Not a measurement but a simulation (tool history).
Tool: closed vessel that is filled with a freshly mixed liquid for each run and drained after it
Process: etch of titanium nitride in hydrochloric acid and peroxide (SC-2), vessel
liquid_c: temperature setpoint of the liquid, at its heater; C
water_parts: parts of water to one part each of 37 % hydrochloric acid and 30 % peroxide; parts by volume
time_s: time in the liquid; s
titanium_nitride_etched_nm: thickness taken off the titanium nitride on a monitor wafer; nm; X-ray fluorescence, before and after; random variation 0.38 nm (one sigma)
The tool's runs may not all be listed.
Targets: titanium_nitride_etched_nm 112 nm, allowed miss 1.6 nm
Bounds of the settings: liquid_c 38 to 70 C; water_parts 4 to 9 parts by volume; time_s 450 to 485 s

run  hour  liquid_c  water_parts  time_s  titanium_nitride_etched_nm
  1     0        54            5     450                      44.846
  2   4.8        54            5     450                      44.689
  3  13.5        56            5     450                      51.427
  4  22.9      57.5            5     450                      56.594
  5  31.7        59            5     450                      62.041
  6  36.6        59            5     485                      67.051
  7  42.6        60            5     485                      71.325
  8  43.7        68            5     485                      116.37

Which of these 4 next moves meets every target?
  A  44.8      66.5            4     485                           ?
  B  44.8        68            5     450                           ?
  C  44.8        69          5.5     470                           ?
  D  44.8        66          4.5     465                           ?

move  titanium_nitride_etched_nm
   A                      124.01
   B                      107.93
   C                      111.67
   D                      106.48
A: further off than the last run
B: takes the result that was furthest off past its target
C: meets every target
D: takes the result that was furthest off past its target
Answer: C

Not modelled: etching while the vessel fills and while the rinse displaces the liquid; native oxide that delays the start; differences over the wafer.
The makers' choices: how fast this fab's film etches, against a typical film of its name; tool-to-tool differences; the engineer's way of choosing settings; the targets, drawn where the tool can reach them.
